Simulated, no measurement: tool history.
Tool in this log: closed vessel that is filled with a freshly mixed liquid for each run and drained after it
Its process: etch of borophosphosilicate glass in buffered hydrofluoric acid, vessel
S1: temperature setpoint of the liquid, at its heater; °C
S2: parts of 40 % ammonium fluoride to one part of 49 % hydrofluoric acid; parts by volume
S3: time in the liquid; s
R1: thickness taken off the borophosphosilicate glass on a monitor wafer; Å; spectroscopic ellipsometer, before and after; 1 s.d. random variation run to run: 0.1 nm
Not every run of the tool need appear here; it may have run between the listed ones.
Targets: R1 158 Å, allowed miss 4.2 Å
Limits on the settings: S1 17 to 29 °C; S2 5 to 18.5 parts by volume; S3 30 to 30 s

| run | day | S1 | S2 | S3 | R1 |
|---|---|---|---|---|---|
| 1 | 0 | 21 | 11.5 | 30 | 234.29 |
| 2 | 0.25 | 20 | 12 | 30 | 212.59 |
| 3 | 0.283 | 19 | 12.5 | 30 | 192.55 |
| 4 | 0.533 | 18.5 | 13 | 30 | 180.05 |
| 5 | 0.688 | 18.5 | 13 | 30 | 180.47 |
| 6 | 0.967 | 18.5 | 10 | 30 | 233.34 |
| 7 | 1.038 | 18 | 11 | 30 | 206.03 |
| 8 | 1.346 | 17.5 | 11.5 | 30 | 192.93 |
| 9 | 1.483 | 17.5 | 12 | 30 | 185.5 |
| 10 | 1.617 | 17.5 | 12.5 | 30 | 174.77 |

4 next moves are on the table. One of them brings every result within its allowed miss. Which?
| A | 1.75 | 17.5 | 11 | 30 | ? |
| B | 1.75 | 18 | 11.5 | 30 | ? |
| C | 1.75 | 17 | 13.5 | 30 | ? |
| D | 1.75 | 19.5 | 12.5 | 30 | ? |

| move | R1 |
|---|---|
| A | 201.9 |
| B | 198.82 |
| C | 160.3 |
| D | 199.34 |
A: moves away from the targets compared with the last run
B: moves away from the targets compared with the last run
C: each result inside its tolerance
D: moves away from the targets compared with the last run
Move C is the one to make.

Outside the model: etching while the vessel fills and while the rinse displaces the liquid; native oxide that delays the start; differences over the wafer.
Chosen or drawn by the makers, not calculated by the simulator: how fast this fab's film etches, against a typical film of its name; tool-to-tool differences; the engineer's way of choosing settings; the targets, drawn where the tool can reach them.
